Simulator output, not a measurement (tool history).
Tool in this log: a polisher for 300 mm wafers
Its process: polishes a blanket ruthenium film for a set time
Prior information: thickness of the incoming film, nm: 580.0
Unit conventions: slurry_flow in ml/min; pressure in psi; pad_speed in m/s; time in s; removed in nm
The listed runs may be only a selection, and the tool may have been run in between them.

run  hour  slurry_flow  pressure  pad_speed  time  removed
  1     0          210       2.4       1.04    86   145.97
  2     7          210       2.4       1.04    90   145.74
  3  10.6          210       2.2       1.04    90   139.69
  4  14.4          210       2.5       1.04    90   150.61
  5  18.9          210       2.3       1.02    90   135.86
  6  26.1          210       2.2       1.02    90   135.63
  7    28          210         2          1    90   122.94
  8  36.6          210       1.9          1    90   113.56
  9  42.8          210       1.8          1    90   109.15

Expected results for the next run?
 10  51.5          210       1.7          1    90        ?

Run 10 came out at removed 104.85 nm.
